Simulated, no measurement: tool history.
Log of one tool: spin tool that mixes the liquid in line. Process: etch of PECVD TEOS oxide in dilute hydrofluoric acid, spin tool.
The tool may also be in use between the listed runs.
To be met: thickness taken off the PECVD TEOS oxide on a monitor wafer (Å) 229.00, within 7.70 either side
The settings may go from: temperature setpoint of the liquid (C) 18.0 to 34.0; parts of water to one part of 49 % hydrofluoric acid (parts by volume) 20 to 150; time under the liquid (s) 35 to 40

| run | hour | temperature setpoint of the liquid (C) | parts of water to one part of 49 % hydrofluoric acid (parts by volume) | time under the liquid (s) | thickness taken off the PECVD TEOS oxide on a monitor wafer (Å) |
|---|---|---|---|---|---|
| 1 | 0.0 | 26.0 | 85 | 40 | 105.37 |
| 2 | 6.0 | 28.0 | 75 | 40 | 129.80 |
| 3 | 13.6 | 29.5 | 70 | 40 | 150.55 |
| 4 | 16.4 | 30.5 | 65 | 40 | 167.57 |
| 5 | 21.0 | 31.5 | 60 | 40 | 191.17 |
| 6 | 22.8 | 32.0 | 60 | 40 | 195.93 |
| 7 | 25.4 | 32.5 | 60 | 40 | 200.26 |
| 8 | 32.6 | 33.0 | 60 | 40 | 202.23 |

4 next moves are on the table. One of them brings every result within its allowed miss. Which?
| A | 39.8 | 30.0 | 60 | 35 | ? |
| B | 39.8 | 29.0 | 60 | 40 | ? |
| C | 39.8 | 33.5 | 55 | 40 | ? |
| D | 39.8 | 32.5 | 60 | 40 | ? |

| move | thickness taken off the PECVD TEOS oxide on a monitor wafer (Å) |
|---|---|
| A | 159.02 |
| B | 174.78 |
| C | 228.59 |
| D | 200.09 |
A: its largest miss is bigger than the last run's
B: its largest miss is bigger than the last run's
C: every result within its allowed miss
D: its largest miss is bigger than the last run's
Move C is the one to make.
